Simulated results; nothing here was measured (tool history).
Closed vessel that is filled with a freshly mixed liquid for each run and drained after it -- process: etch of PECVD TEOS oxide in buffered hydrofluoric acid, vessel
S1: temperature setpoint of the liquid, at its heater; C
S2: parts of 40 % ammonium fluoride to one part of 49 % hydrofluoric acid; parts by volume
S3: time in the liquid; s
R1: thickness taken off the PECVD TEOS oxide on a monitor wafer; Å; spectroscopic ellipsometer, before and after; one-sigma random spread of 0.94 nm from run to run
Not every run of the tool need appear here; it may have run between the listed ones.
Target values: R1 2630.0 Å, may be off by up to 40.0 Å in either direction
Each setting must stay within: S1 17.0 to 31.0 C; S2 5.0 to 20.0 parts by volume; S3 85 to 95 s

{"run": 1, "hour": 0.0, "S1": 23.0, "S2": 12.0, "S3": 85, "R1": 1726.9}
{"run": 2, "hour": 2.5, "S1": 23.0, "S2": 15.0, "S3": 85, "R1": 1389.8}
{"run": 3, "hour": 8.4, "S1": 23.0, "S2": 15.0, "S3": 85, "R1": 1383.5}
{"run": 4, "hour": 15.5, "S1": 23.0, "S2": 15.0, "S3": 85, "R1": 1380.2}
{"run": 5, "hour": 20.1, "S1": 25.0, "S2": 14.5, "S3": 85, "R1": 1601.9}
{"run": 6, "hour": 26.5, "S1": 25.0, "S2": 14.5, "S3": 95, "R1": 1777.1}
{"run": 7, "hour": 32.6, "S1": 26.5, "S2": 14.0, "S3": 95, "R1": 1998.1}
{"run": 8, "hour": 41.3, "S1": 27.5, "S2": 13.5, "S3": 95, "R1": 2197.5}
{"run": 9, "hour": 46.7, "S1": 28.5, "S2": 13.5, "S3": 95, "R1": 2302.2}

Exactly one of the 5 candidate moves below puts every result within its allowed miss. Which one?
{"run": "A", "hour": 52.1, "S1": 31.0, "S2": 13.5, "S3": 95, "R1": "?"}
{"run": "B", "hour": 52.1, "S1": 27.5, "S2": 10.0, "S3": 90, "R1": "?"}
{"run": "C", "hour": 52.1, "S1": 27.5, "S2": 14.0, "S3": 85, "R1": "?"}
{"run": "D", "hour": 52.1, "S1": 28.0, "S2": 15.5, "S3": 90, "R1": "?"}
{"run": "E", "hour": 52.1, "S1": 28.5, "S2": 13.5, "S3": 85, "R1": "?"}

move=A R1=2624.3
move=B R1=2769.7
move=C R1=1883.6
move=D R1=1853.7
move=E R1=2058.6
A: hits every target within its allowed miss
B: the result that was furthest off in the last run now lies on the other side of its target
C: its largest miss is bigger than the last run's
D: its largest miss is bigger than the last run's
E: its largest miss is bigger than the last run's
A is the move that brings every result within its allowed miss.
